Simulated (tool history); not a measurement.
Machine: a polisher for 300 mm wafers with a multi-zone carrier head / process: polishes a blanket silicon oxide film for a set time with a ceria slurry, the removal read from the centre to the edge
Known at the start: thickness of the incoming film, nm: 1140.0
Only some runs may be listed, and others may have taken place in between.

run	hour	flow of slurry (ml/min)	pressure of the head's centre zone	pressure of the head's middle zone	pressure of the head's edge zone	polishing time (s)	film removed at the wafer's centre (angstrom)	film removed at mid-radius (angstrom)	film removed at the wafer's edge (angstrom)
1	0.0	280	1.00	1.00	1.00	58	3147.0	3159.5	3127.2
2	7.9	270	0.98	0.97	0.97	52	2740.4	2741.1	2798.4
3	11.8	270	0.95	0.97	0.97	52	2637.9	2779.9	2767.4
4	19.1	270	0.95	0.97	0.90	52	2600.4	2786.0	2671.4
5	25.1	270	1.03	0.97	0.90	52	2900.9	2768.0	2679.8
6	32.4	270	1.03	0.97	0.99	52	2878.1	2776.2	2775.6
7	35.2	260	1.02	0.95	0.97	47	2549.7	2444.2	2496.2
8	38.7	260	1.02	0.95	0.97	47	2543.9	2436.2	2464.9
9	39.4	250	1.01	0.93	0.95	44	2347.5	2234.4	2302.0

Run 10 has not been measured yet. What should we expect?
10	40.1	240	1.00	0.92	0.93	41	?	?	?

{"run 10": {"film removed at the wafer's centre (angstrom)": 2201.3, "film removed at mid-radius (angstrom)": 2056.4, "film removed at the wafer's edge (angstrom)": 2121.2}}

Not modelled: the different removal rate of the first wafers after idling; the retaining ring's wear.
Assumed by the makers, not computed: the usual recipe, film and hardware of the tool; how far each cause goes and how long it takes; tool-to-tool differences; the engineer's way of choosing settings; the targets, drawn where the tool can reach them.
